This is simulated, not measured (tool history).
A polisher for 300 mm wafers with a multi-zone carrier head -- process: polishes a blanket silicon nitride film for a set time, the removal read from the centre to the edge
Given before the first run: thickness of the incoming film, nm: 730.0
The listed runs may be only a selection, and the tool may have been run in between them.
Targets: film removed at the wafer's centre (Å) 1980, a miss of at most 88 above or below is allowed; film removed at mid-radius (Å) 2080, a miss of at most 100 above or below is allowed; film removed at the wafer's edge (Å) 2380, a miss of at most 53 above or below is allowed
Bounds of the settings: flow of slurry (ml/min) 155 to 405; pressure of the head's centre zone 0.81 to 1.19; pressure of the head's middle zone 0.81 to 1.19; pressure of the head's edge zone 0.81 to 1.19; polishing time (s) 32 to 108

run,day,flow of slurry (ml/min),pressure of the head's centre zone,pressure of the head's middle zone,pressure of the head's edge zone,polishing time (s),film removed at the wafer's centre (Å),film removed at mid-radius (Å),film removed at the wafer's edge (Å)
1,0,260,1,1,1,70,2003.9,2076.2,1895.7
2,0.138,265,0.97,0.97,1.04,72,1978,2109.2,1983.1
3,0.25,255,0.95,0.93,1.07,74,2004.7,2063.2,2068.2
4,0.517,255,0.95,0.88,1.07,74,1985.3,2008.7,2061.3
5,0.704,255,0.95,0.88,1.07,80,2148.9,2147.9,2243.8
6,1.021,305,0.95,0.88,1.07,80,2221.6,2175.6,2263.4
7,1.162,300,0.93,0.87,1.09,80,2203.5,2095.7,2326.5
8,1.346,290,0.91,0.88,1.09,80,2073,2211.6,2278.3
9,1.542,290,0.91,0.88,1.09,80,2111.9,2142.6,2281.3
10,1.596,290,0.9,0.88,1.11,80,2101,2187.2,2311
11,1.683,290,0.89,0.86,1.12,80,2084.7,2156.5,2341.7

Which of these 4 next moves meets every target?
A,1.771,245,0.91,0.94,1.08,85,?,?,?
B,1.771,275,0.91,0.95,1.06,85,?,?,?
C,1.771,350,0.85,0.81,1.17,79,?,?,?
D,1.771,250,0.95,0.81,1.13,83,?,?,?

move,film removed at the wafer's centre (Å),film removed at mid-radius (Å),film removed at the wafer's edge (Å)
A,2199.9,2385,2398.7
B,2226.5,2428.6,2396.7
C,1973.4,2069.8,2376.5
D,2246.5,2111.6,2401.1
A: further off than the last run
B: further off than the last run
C: each result inside its tolerance
D: further off than the last run
Answer: C

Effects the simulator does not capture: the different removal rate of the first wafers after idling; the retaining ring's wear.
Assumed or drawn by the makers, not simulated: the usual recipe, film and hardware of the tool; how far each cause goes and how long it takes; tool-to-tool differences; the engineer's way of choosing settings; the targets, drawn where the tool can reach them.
